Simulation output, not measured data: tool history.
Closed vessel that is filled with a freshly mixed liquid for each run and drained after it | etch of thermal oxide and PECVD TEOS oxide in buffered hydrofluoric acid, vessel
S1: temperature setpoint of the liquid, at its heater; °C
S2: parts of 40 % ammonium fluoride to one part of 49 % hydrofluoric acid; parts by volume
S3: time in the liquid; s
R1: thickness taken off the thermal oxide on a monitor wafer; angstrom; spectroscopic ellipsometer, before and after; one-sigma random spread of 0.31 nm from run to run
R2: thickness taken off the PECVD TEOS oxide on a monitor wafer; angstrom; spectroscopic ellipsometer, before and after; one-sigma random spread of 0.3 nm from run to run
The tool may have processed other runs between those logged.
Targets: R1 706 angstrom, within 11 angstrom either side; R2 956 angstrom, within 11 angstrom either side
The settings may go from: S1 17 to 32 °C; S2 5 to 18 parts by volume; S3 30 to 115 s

{"run": 1, "hour": 0.0, "S1": 24, "S2": 11, "S3": 60, "R1": 595.02, "R2": 801.29}
{"run": 2, "hour": 2.4, "S1": 24, "S2": 13, "S3": 60, "R1": 498.45, "R2": 681.46}
{"run": 3, "hour": 4.7, "S1": 24, "S2": 11, "S3": 60, "R1": 590.38, "R2": 802.88}
{"run": 4, "hour": 9.1, "S1": 24.5, "S2": 11, "S3": 60, "R1": 610.5, "R2": 823.43}
{"run": 5, "hour": 17.8, "S1": 24.5, "S2": 11, "S3": 80, "R1": 802.73, "R2": 1094.1}
{"run": 6, "hour": 19.7, "S1": 24.5, "S2": 14, "S3": 80, "R1": 643.44, "R2": 867.26}
{"run": 7, "hour": 21.6, "S1": 25.5, "S2": 14, "S3": 80, "R1": 669.72, "R2": 912.19}
{"run": 8, "hour": 24.9, "S1": 26, "S2": 14, "S3": 80, "R1": 700.79, "R2": 940.19}
{"run": 9, "hour": 31.9, "S1": 26, "S2": 14, "S3": 80, "R1": 688.94, "R2": 935.79}

Which one of the following 4 next-run settings gets every result inside its allowed miss? There is exactly one.
{"run": "A", "hour": 38.9, "S1": 22.5, "S2": 13.5, "S3": 95, "R1": "?", "R2": "?"}
{"run": "B", "hour": 38.9, "S1": 30.5, "S2": 12.5, "S3": 55, "R1": "?", "R2": "?"}
{"run": "C", "hour": 38.9, "S1": 32, "S2": 14.5, "S3": 60, "R1": "?", "R2": "?"}
{"run": "D", "hour": 38.9, "S1": 24.5, "S2": 12.5, "S3": 75, "R1": "?", "R2": "?"}

move=A R1=707.02 R2=957.24
move=B R1=678.27 R2=918.31
move=C R1=692.05 R2=936.96
move=D R1=671.54 R2=909.2
A: every result within its allowed miss
B: misses by more than the last run did
C: closer than the last run, but not yet in spec
D: misses by more than the last run did
Correct choice: A, which meets every target

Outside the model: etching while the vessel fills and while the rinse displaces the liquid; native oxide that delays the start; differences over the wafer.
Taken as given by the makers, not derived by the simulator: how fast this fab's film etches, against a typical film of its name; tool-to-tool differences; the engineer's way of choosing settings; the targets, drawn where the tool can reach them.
